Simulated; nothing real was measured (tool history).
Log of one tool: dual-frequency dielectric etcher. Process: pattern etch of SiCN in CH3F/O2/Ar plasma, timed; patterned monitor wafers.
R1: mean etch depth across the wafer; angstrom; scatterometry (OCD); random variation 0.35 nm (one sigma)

{"run": 1, "hour": 0.0, "source power (kW)": 0.45, "bias power (kW)": 0.101, "etch time (s)": 94.5, "R1": 423.5}
{"run": 2, "hour": 7.0, "source power (kW)": 0.45, "bias power (kW)": 0.086, "etch time (s)": 94.5, "R1": 401.79}
{"run": 3, "hour": 14.0, "source power (kW)": 0.48, "bias power (kW)": 0.095, "etch time (s)": 95, "R1": 433.75}
{"run": 4, "hour": 20.9, "source power (kW)": 0.51, "bias power (kW)": 0.098, "etch time (s)": 95, "R1": 448.66}
{"run": 5, "hour": 22.9, "source power (kW)": 0.53, "bias power (kW)": 0.102, "etch time (s)": 95.5, "R1": 469.22}
{"run": 6, "hour": 23.9, "source power (kW)": 0.53, "bias power (kW)": 0.102, "etch time (s)": 98.5, "R1": 476.78}
{"run": 7, "hour": 27.0, "source power (kW)": 0.55, "bias power (kW)": 0.105, "etch time (s)": 98.5, "R1": 485.61}
{"hour": 27.8, "done": "wet clean of the chamber"}
{"run": 8, "hour": 27.8, "source power (kW)": 0.63, "bias power (kW)": 0.124, "etch time (s)": 98.5, "R1": 584.01}
{"run": 9, "hour": 34.1, "source power (kW)": 0.61, "bias power (kW)": 0.123, "etch time (s)": 98.5, "R1": 568.99}

The next listed run, before its measurement:
{"run": 10, "hour": 41.3, "source power (kW)": 0.6, "bias power (kW)": 0.122, "etch time (s)": 98.5, "R1": "?"}

{"run 10": {"R1": 565.9}}
